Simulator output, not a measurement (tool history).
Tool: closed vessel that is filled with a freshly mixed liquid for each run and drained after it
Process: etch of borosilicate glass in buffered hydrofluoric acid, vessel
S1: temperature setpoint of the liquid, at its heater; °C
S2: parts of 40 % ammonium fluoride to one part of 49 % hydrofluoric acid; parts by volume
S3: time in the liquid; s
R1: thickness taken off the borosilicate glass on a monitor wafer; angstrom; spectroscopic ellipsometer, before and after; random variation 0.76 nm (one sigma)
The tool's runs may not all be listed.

run,day,S1,S2,S3,R1
1,0.000,21.0,7.5,105,1259.7
2,0.079,23.0,7.5,105,1405.6
3,0.321,23.0,9.0,105,1148.2
4,0.642,21.5,9.0,105,1053.6
5,0.675,23.5,8.5,105,1252.9
6,0.733,25.0,8.5,105,1351.0
7,0.850,26.0,8.5,105,1425.3
8,1.188,27.0,8.5,105,1504.6
9,1.508,27.5,8.5,105,1546.1

The next listed run, before its measurement:
10,1.729,28.0,8.5,105,?

Run 10 gave R1 1586.5 angstrom.

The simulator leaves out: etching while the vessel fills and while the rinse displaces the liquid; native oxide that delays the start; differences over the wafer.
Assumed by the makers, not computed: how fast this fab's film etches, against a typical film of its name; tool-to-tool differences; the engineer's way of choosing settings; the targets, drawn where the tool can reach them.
